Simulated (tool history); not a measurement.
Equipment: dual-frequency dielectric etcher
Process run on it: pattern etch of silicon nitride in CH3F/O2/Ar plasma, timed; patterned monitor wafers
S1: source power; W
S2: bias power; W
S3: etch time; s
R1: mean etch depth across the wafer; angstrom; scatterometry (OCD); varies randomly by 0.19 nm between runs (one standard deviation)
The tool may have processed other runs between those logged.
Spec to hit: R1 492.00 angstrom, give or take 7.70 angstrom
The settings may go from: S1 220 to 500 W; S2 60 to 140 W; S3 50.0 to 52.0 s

{"run": 1, "hour": 0.0, "S1": 360, "S2": 100, "S3": 50.0, "R1": 409.94}
{"run": 2, "hour": 2.2, "S1": 370, "S2": 102, "S3": 50.0, "R1": 419.36}
{"run": 3, "hour": 10.8, "S1": 370, "S2": 102, "S3": 52.0, "R1": 437.83}
{"run": 4, "hour": 19.1, "S1": 410, "S2": 102, "S3": 52.0, "R1": 461.81}
{"run": 5, "hour": 19.9, "S1": 380, "S2": 102, "S3": 52.0, "R1": 445.25}
{"run": 6, "hour": 27.7, "S1": 390, "S2": 102, "S3": 52.0, "R1": 455.76}
{"run": 7, "hour": 36.2, "S1": 400, "S2": 102, "S3": 52.0, "R1": 458.92}
{"run": 8, "hour": 39.5, "S1": 410, "S2": 102, "S3": 52.0, "R1": 462.84}
{"run": 9, "hour": 46.0, "S1": 420, "S2": 102, "S3": 52.0, "R1": 469.72}
{"run": 10, "hour": 47.4, "S1": 440, "S2": 103, "S3": 52.0, "R1": 483.12}

Exactly one of the 4 candidate moves below puts every result within its allowed miss. Which one?
{"run": "A", "hour": 48.8, "S1": 440, "S2": 104, "S3": 50.0, "R1": "?"}
{"run": "B", "hour": 48.8, "S1": 400, "S2": 111, "S3": 51.5, "R1": "?"}
{"run": "C", "hour": 48.8, "S1": 500, "S2": 97, "S3": 50.5, "R1": "?"}
{"run": "D", "hour": 48.8, "S1": 450, "S2": 105, "S3": 50.0, "R1": "?"}

move=A R1=464.22
move=B R1=463.17
move=C R1=490.96
move=D R1=471.23
A: moves away from the targets compared with the last run
B: moves away from the targets compared with the last run
C: meets every target
D: moves away from the targets compared with the last run
The right move is C.
